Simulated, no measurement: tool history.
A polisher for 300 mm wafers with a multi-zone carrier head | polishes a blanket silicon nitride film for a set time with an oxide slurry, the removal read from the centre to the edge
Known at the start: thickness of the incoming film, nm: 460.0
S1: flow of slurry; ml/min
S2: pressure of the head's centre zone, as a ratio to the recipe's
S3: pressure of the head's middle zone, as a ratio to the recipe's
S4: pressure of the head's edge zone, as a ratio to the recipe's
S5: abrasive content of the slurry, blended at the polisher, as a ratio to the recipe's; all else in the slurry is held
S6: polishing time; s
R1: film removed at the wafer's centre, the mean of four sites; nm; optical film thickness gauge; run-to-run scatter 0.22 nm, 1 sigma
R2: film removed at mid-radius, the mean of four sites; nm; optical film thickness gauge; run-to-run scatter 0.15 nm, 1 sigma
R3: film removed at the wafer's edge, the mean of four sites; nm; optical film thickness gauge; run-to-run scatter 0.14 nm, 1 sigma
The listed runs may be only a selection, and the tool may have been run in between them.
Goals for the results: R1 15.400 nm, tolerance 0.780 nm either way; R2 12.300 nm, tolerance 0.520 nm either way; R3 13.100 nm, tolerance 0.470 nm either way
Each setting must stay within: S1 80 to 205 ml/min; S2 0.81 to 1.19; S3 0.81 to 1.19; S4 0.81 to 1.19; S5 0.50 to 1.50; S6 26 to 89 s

run,hour,S1,S2,S3,S4,S5,S6,R1,R2,R3
1,0.0,135,1.00,1.00,1.00,1.00,57,19.716,18.529,18.673
2,8.2,135,1.00,0.95,1.00,1.00,57,20.065,17.672,18.772
3,10.4,135,1.00,1.03,1.00,1.00,57,20.529,19.047,18.272
4,12.5,130,1.01,1.01,0.99,0.90,56,18.770,17.120,17.344
5,20.6,130,1.01,1.01,0.93,0.90,56,19.360,17.626,16.911
6,23.0,130,1.07,1.01,0.93,0.90,56,19.991,17.687,16.963
# hour 23.5: centre zone pressure recalibrated
7,23.5,130,1.08,1.00,0.92,0.85,55,19.013,16.646,16.365
8,28.4,130,1.09,0.99,0.91,0.80,55,18.007,15.934,15.688
9,32.7,130,1.11,0.97,0.89,0.75,54,17.826,15.015,15.252
10,33.9,125,1.12,0.96,0.88,0.70,54,17.673,14.598,14.576
11,38.4,120,1.11,0.95,0.88,0.70,54,17.435,14.241,14.328
12,44.0,120,1.10,0.94,0.88,0.70,54,16.748,13.711,14.500

Pick the move, out of 4, that brings all results within their allowed miss; only one does.
A,49.6,120,1.16,0.82,0.91,0.70,60,?,?,?
B,49.6,105,0.88,1.02,0.91,0.70,59,?,?,?
C,49.6,165,1.04,0.85,0.82,0.55,55,?,?,?
D,49.6,130,1.02,0.93,0.92,0.70,55,?,?,?

move,R1,R2,R3
A,19.986,13.924,15.901
B,14.608,16.160,15.406
C,15.468,12.331,12.883
D,16.296,14.318,14.734
A: its largest miss is bigger than the last run's
B: its largest miss is bigger than the last run's
C: all results land within tolerance of their targets
D: its largest miss is bigger than the last run's
The right move is C.

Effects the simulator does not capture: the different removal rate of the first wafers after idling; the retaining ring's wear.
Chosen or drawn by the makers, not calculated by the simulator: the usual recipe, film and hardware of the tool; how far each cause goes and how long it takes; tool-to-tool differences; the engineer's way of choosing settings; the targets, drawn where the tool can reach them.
